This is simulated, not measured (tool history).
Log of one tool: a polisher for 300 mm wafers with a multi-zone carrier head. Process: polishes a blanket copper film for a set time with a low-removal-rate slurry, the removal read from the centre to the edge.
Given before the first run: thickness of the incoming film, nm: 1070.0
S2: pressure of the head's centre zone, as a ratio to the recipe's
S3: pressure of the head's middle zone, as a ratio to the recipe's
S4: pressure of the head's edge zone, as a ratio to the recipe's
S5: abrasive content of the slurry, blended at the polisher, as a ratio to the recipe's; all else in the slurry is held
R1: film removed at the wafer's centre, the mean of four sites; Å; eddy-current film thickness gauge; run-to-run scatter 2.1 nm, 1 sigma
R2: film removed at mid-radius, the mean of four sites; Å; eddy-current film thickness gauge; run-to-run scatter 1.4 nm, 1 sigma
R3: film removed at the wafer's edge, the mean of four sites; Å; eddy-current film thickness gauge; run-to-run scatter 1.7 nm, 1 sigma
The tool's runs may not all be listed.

Run 1, hour 0: flow of slurry (ml/min) 155, S2 1, S3 1, S4 1, S5 1, polishing time (s) 75. Result: R1 1904.1 Å, R2 1852.2 Å, R3 1731.8 Å.
Run 2, hour 2.5: flow of slurry (ml/min) 175, S2 1, S3 1, S4 1, S5 1, polishing time (s) 75. Result: R1 1944.4 Å, R2 1917.8 Å, R3 1764.5 Å.
Run 3, hour 5.1: flow of slurry (ml/min) 175, S2 1, S3 1.06, S4 1, S5 1, polishing time (s) 75. Result: R1 1928.9 Å, R2 1995.8 Å, R3 1764.4 Å.
Run 4, hour 7.6: flow of slurry (ml/min) 175, S2 1.07, S3 1.06, S4 1, S5 1, polishing time (s) 75. Result: R1 2071.4 Å, R2 2027.8 Å, R3 1745 Å.
Run 5, hour 12.5: flow of slurry (ml/min) 190, S2 1.07, S3 1.06, S4 1, S5 1, polishing time (s) 75. Result: R1 2053.6 Å, R2 2055 Å, R3 1766.8 Å.
At hour 19.4: edge zone pressure recalibrated.
Run 6, hour 19.4: flow of slurry (ml/min) 175, S2 1, S3 1.02, S4 1.01, S5 0.95, polishing time (s) 75. Result: R1 1921.1 Å, R2 1906.5 Å, R3 1832.8 Å.

Estimate the outcome of run 7 from the log above:
Run 7, hour 20.4: flow of slurry (ml/min) 160, S2 0.97, S3 1.01, S4 1, S5 0.95, polishing time (s) 75. Result: R1 ?, R2 ?, R3 ?.

R1: 1841.7 Å
R2: 1869.8 Å
R3: 1812.4 Å

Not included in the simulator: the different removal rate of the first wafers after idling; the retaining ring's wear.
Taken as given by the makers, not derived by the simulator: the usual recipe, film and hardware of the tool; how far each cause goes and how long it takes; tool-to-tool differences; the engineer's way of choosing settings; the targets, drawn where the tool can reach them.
